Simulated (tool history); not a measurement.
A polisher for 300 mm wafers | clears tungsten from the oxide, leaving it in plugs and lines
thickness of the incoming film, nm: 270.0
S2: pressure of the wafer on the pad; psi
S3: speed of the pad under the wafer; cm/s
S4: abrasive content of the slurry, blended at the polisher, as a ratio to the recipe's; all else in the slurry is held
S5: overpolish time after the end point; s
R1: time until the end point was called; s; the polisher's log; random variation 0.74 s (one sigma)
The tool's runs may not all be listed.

Run 1, hour 0.0: flow of slurry (ml/min) 290, S2 3.4 psi, S3 102 cm/s, S4 1.00, S5 14 s. Result: R1 66.382 s.
Run 2, hour 2.6: flow of slurry (ml/min) 290, S2 3.4 psi, S3 124 cm/s, S4 1.00, S5 14 s. Result: R1 55.729 s.
Run 3, hour 7.6: flow of slurry (ml/min) 290, S2 3.7 psi, S3 126 cm/s, S4 1.00, S5 14 s. Result: R1 49.817 s.
Run 4, hour 10.9: flow of slurry (ml/min) 290, S2 3.7 psi, S3 112 cm/s, S4 1.00, S5 14 s. Result: R1 56.373 s.
Run 5, hour 19.4: flow of slurry (ml/min) 290, S2 3.7 psi, S3 112 cm/s, S4 1.15, S5 14 s. Result: R1 55.357 s.
Run 6, hour 24.4: flow of slurry (ml/min) 290, S2 3.7 psi, S3 112 cm/s, S4 1.15, S5 15 s. Result: R1 53.431 s.

Run 7 comes next. What will it give?
At hour 33.1: head pressure recalibrated.
Run 7, hour 33.1: flow of slurry (ml/min) 290, S2 4.0 psi, S3 114 cm/s, S4 1.15, S5 15 s. Result: R1 ?.

{"run 7": {"R1": 46.742}}

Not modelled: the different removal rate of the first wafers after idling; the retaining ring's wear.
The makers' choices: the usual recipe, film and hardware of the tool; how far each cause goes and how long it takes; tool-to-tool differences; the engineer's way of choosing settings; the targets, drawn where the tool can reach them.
